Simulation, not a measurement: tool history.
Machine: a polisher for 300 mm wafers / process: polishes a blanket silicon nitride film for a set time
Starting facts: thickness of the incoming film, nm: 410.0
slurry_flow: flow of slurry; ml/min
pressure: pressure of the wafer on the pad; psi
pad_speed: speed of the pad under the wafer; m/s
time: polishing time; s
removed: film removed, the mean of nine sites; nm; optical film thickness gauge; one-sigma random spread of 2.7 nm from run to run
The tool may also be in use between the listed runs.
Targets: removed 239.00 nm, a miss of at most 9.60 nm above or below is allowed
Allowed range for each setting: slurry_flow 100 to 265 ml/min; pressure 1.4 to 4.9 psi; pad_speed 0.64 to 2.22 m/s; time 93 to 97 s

| run | hour | slurry_flow | pressure | pad_speed | time | removed |
|---|---|---|---|---|---|---|
| 1 | 0.0 | 170 | 3.1 | 1.42 | 93 | 170.85 |
| 2 | 3.0 | 210 | 3.1 | 1.42 | 93 | 179.38 |
| 3 | 7.3 | 210 | 3.1 | 1.42 | 93 | 174.71 |
| 4 | 9.2 | 210 | 3.4 | 1.42 | 93 | 196.75 |
| 5 | 10.5 | 175 | 3.4 | 1.42 | 93 | 189.58 |
| 6 | 19.5 | 175 | 3.4 | 1.68 | 93 | 218.86 |
| 7 | 21.5 | 180 | 3.5 | 1.68 | 93 | 217.12 |
| 8 | 23.8 | 180 | 3.5 | 1.68 | 93 | 226.14 |
| 9 | 29.4 | 185 | 3.6 | 1.68 | 93 | 226.85 |

Exercise: of the 5 proposed moves below, exactly one satisfies all targets within the stated allowed misses. Which move is it?
| A | 35.0 | 175 | 3.4 | 1.70 | 93 | ? |
| B | 35.0 | 185 | 3.7 | 1.74 | 94 | ? |
| C | 35.0 | 150 | 3.0 | 2.04 | 97 | ? |
| D | 35.0 | 200 | 3.6 | 1.44 | 97 | ? |
| E | 35.0 | 160 | 3.8 | 1.78 | 97 | ? |

| move | removed |
|---|---|
| A | 215.00 |
| B | 242.16 |
| C | 221.07 |
| D | 214.38 |
| E | 254.55 |
A: the biggest miss grows against the last run
B: hits every target within its allowed miss
C: the biggest miss grows against the last run
D: the biggest miss grows against the last run
E: moves the result that the last run missed by most past its target, out the other side
Answer: B

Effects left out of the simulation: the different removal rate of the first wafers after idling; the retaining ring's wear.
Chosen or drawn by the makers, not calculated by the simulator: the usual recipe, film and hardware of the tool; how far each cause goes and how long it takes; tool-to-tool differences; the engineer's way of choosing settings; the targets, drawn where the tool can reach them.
